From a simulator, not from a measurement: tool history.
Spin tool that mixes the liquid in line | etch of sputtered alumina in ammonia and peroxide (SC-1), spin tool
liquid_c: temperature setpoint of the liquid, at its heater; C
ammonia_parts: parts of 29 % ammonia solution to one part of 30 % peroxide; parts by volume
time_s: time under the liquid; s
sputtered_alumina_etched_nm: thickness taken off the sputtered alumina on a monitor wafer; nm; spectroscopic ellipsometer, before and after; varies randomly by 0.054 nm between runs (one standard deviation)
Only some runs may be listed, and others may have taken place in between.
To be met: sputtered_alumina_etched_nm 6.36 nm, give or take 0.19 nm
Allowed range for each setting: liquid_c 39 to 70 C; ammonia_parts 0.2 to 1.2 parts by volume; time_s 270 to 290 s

run 1 hour=0 | liquid_c=55 ammonia_parts=1 time_s=270 | sputtered_alumina_etched_nm=12.074
run 2 hour=0.9 | liquid_c=52 ammonia_parts=1 time_s=270 | sputtered_alumina_etched_nm=10.488
run 3 hour=2.1 | liquid_c=52 ammonia_parts=1 time_s=290 | sputtered_alumina_etched_nm=11.106
run 4 hour=7.5 | liquid_c=52 ammonia_parts=1.2 time_s=290 | sputtered_alumina_etched_nm=11.143
run 5 hour=8.9 | liquid_c=52 ammonia_parts=1.2 time_s=290 | sputtered_alumina_etched_nm=11.154
run 6 hour=10.9 | liquid_c=49.5 ammonia_parts=1.2 time_s=290 | sputtered_alumina_etched_nm=9.6761
run 7 hour=17.8 | liquid_c=47.5 ammonia_parts=1.2 time_s=290 | sputtered_alumina_etched_nm=8.7852
run 8 hour=18.8 | liquid_c=46 ammonia_parts=1.2 time_s=290 | sputtered_alumina_etched_nm=7.9591
run 9 hour=19.8 | liquid_c=45 ammonia_parts=1.2 time_s=290 | sputtered_alumina_etched_nm=7.6707
run 10 hour=26.3 | liquid_c=44 ammonia_parts=1.2 time_s=290 | sputtered_alumina_etched_nm=7.2576
run 11 hour=34.3 | liquid_c=43.5 ammonia_parts=1.2 time_s=290 | sputtered_alumina_etched_nm=6.9259
run 12 hour=42.7 | liquid_c=43 ammonia_parts=1.2 time_s=290 | sputtered_alumina_etched_nm=6.8599
run 13 hour=44.3 | liquid_c=42.5 ammonia_parts=1.2 time_s=290 | sputtered_alumina_etched_nm=6.6385

Which of these 4 next moves meets every target?
run A hour=45.9 | liquid_c=43.5 ammonia_parts=1 time_s=270 | sputtered_alumina_etched_nm=?
run B hour=45.9 | liquid_c=44.5 ammonia_parts=1.2 time_s=270 | sputtered_alumina_etched_nm=?
run C hour=45.9 | liquid_c=44 ammonia_parts=1.2 time_s=290 | sputtered_alumina_etched_nm=?
run D hour=45.9 | liquid_c=43 ammonia_parts=1.1 time_s=290 | sputtered_alumina_etched_nm=?

move=A sputtered_alumina_etched_nm=6.3611
move=B sputtered_alumina_etched_nm=6.8553
move=C sputtered_alumina_etched_nm=7.1554
move=D sputtered_alumina_etched_nm=6.6991
A: all results land within tolerance of their targets
B: the biggest miss grows against the last run
C: the biggest miss grows against the last run
D: the biggest miss grows against the last run
The move that meets every target is A.
